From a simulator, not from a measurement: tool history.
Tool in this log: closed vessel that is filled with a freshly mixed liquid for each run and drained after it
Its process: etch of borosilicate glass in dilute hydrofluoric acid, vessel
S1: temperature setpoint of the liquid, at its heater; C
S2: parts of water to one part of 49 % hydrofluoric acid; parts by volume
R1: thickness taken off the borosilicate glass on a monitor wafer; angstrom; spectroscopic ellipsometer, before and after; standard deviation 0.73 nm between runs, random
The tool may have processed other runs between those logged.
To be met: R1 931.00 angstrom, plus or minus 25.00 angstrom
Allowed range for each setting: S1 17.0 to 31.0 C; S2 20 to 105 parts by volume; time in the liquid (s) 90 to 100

{"run": 1, "hour": 0.0, "S1": 23.0, "S2": 55, "time in the liquid (s)": 90, "R1": 406.82}
{"run": 2, "hour": 8.6, "S1": 24.5, "S2": 50, "time in the liquid (s)": 90, "R1": 479.44}
{"run": 3, "hour": 12.4, "S1": 24.5, "S2": 50, "time in the liquid (s)": 90, "R1": 479.35}
{"run": 4, "hour": 21.6, "S1": 27.0, "S2": 50, "time in the liquid (s)": 90, "R1": 532.43}
{"run": 5, "hour": 27.0, "S1": 25.5, "S2": 50, "time in the liquid (s)": 90, "R1": 503.99}
{"run": 6, "hour": 27.9, "S1": 25.5, "S2": 50, "time in the liquid (s)": 100, "R1": 552.74}
{"run": 7, "hour": 30.5, "S1": 26.5, "S2": 45, "time in the liquid (s)": 100, "R1": 653.07}
{"run": 8, "hour": 38.4, "S1": 30.5, "S2": 35, "time in the liquid (s)": 100, "R1": 1004.4}
{"run": 9, "hour": 40.9, "S1": 30.0, "S2": 35, "time in the liquid (s)": 100, "R1": 977.94}

Which single option among these 5 for the next run brings every result within its allowed miss of target? Just one does.
{"run": "A", "hour": 43.4, "S1": 29.5, "S2": 30, "time in the liquid (s)": 90, "R1": "?"}
{"run": "B", "hour": 43.4, "S1": 29.0, "S2": 35, "time in the liquid (s)": 100, "R1": "?"}
{"run": "C", "hour": 43.4, "S1": 27.5, "S2": 35, "time in the liquid (s)": 100, "R1": "?"}
{"run": "D", "hour": 43.4, "S1": 31.0, "S2": 35, "time in the liquid (s)": 100, "R1": "?"}
{"run": "E", "hour": 43.4, "S1": 31.0, "S2": 40, "time in the liquid (s)": 100, "R1": "?"}

move=A R1=994.89
move=B R1=921.53
move=C R1=867.41
move=D R1=997.93
move=E R1=866.20
A: its largest miss is bigger than the last run's
B: every result lands within tolerance
C: the result that was furthest off in the last run now lies on the other side of its target
D: its largest miss is bigger than the last run's
E: the result that was furthest off in the last run now lies on the other side of its target
B meets every target.
